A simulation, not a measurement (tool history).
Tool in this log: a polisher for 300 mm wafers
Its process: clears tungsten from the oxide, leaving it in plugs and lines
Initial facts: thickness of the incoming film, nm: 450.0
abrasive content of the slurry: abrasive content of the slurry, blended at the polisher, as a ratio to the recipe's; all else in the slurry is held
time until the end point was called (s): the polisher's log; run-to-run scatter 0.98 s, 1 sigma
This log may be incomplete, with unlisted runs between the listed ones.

| run | hour | flow of slurry (ml/min) | pressure of the wafer on the pad (psi) | speed of the pad under the wafer (cm/s) | abrasive content of the slurry | overpolish time after the end point (s) | time until the end point was called (s) |
|---|---|---|---|---|---|---|---|
| 1 | 0.0 | 310 | 4.7 | 134 | 1.0 | 17 | 69.638 |
| 2 | 3.0 | 310 | 4.9 | 136 | 1.0 | 17 | 64.446 |
| 3 | 8.7 | 310 | 5.1 | 136 | 1.0 | 17 | 63.700 |
| 4 | 13.9 | 310 | 5.3 | 138 | 1.0 | 17 | 61.298 |
| 5 | 17.2 | 310 | 5.5 | 140 | 1.0 | 17 | 57.492 |
| 6 | 19.1 | 310 | 5.6 | 140 | 1.0 | 17 | 55.946 |
| 7 | 23.5 | 310 | 5.7 | 140 | 1.0 | 17 | 54.534 |

The next listed run, before its measurement:
| 8 | 28.3 | 310 | 5.8 | 140 | 1.0 | 17 | ? |

time until the end point was called (s): 54.102
